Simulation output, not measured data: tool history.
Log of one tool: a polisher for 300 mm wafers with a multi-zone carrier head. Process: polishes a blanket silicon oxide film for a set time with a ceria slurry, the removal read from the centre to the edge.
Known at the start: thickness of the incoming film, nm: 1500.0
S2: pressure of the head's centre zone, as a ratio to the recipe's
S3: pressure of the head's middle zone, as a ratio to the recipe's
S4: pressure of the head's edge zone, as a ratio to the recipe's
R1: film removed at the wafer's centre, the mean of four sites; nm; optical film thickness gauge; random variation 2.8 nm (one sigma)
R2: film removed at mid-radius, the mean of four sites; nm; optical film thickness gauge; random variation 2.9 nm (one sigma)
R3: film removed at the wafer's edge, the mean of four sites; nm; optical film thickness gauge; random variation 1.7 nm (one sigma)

{"run": 1, "hour": 0.0, "flow of slurry (ml/min)": 215, "S2": 1.0, "S3": 1.0, "S4": 1.0, "polishing time (s)": 85, "R1": 360.48, "R2": 372.35, "R3": 361.32}
{"run": 2, "hour": 1.3, "flow of slurry (ml/min)": 215, "S2": 1.0, "S3": 1.0, "S4": 1.0, "polishing time (s)": 64, "R1": 269.9, "R2": 273.48, "R3": 272.89}
{"run": 3, "hour": 5.6, "flow of slurry (ml/min)": 215, "S2": 1.0, "S3": 1.0, "S4": 0.95, "polishing time (s)": 64, "R1": 270.68, "R2": 274.38, "R3": 264.09}
{"run": 4, "hour": 12.4, "flow of slurry (ml/min)": 205, "S2": 1.02, "S3": 0.96, "S4": 0.93, "polishing time (s)": 64, "R1": 278.2, "R2": 268.07, "R3": 262.1}
{"run": 5, "hour": 16.0, "flow of slurry (ml/min)": 200, "S2": 1.04, "S3": 0.92, "S4": 0.91, "polishing time (s)": 63, "R1": 273.82, "R2": 253.26, "R3": 256.18}
{"run": 6, "hour": 20.4, "flow of slurry (ml/min)": 195, "S2": 1.06, "S3": 0.9, "S4": 0.89, "polishing time (s)": 63, "R1": 280.79, "R2": 247.79, "R3": 249.62}
{"run": 7, "hour": 23.7, "flow of slurry (ml/min)": 190, "S2": 1.07, "S3": 0.88, "S4": 0.88, "polishing time (s)": 63, "R1": 280.24, "R2": 244.56, "R3": 248.89}

Forecast run 8:
{"run": 8, "hour": 32.3, "flow of slurry (ml/min)": 190, "S2": 1.08, "S3": 0.87, "S4": 0.87, "polishing time (s)": 63, "R1": "?", "R2": "?", "R3": "?"}

Run 8 gave R1 285.38 nm, R2 243.10 nm, R3 247.42 nm.

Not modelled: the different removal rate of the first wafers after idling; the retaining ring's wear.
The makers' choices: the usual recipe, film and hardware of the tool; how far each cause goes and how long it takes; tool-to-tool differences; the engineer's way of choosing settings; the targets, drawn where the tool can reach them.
